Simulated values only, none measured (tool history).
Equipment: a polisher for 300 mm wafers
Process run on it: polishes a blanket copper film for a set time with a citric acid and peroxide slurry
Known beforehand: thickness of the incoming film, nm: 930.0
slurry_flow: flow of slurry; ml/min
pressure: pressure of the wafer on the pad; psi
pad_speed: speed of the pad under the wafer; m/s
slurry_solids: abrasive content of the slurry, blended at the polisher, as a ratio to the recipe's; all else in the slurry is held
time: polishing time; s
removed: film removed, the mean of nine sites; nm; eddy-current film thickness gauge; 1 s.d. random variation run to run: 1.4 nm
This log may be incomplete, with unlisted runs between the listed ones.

Run 1, hour 0: slurry_flow 185 ml/min, pressure 3.3 psi, pad_speed 0.94 m/s, slurry_solids 1, time 70 s. Result: removed 155.05 nm.
Run 2, hour 7.7: slurry_flow 185 ml/min, pressure 2.8 psi, pad_speed 0.94 m/s, slurry_solids 1, time 70 s. Result: removed 144.65 nm.
Run 3, hour 9: slurry_flow 185 ml/min, pressure 2.4 psi, pad_speed 0.9 m/s, slurry_solids 1, time 70 s. Result: removed 127.5 nm.
Run 4, hour 14.1: slurry_flow 185 ml/min, pressure 2.1 psi, pad_speed 0.88 m/s, slurry_solids 1, time 70 s. Result: removed 112.18 nm.
Run 5, hour 21.6: slurry_flow 185 ml/min, pressure 2.9 psi, pad_speed 0.88 m/s, slurry_solids 1, time 70 s. Result: removed 136.47 nm.
Run 6, hour 30.1: slurry_flow 185 ml/min, pressure 2.9 psi, pad_speed 0.88 m/s, slurry_solids 1, time 70 s. Result: removed 134.31 nm.

For run 7, what comes out?
Run 7, hour 34.6: slurry_flow 185 ml/min, pressure 2.9 psi, pad_speed 0.88 m/s, slurry_solids 1, time 70 s. Result: removed ?.

removed: 137.59 nm
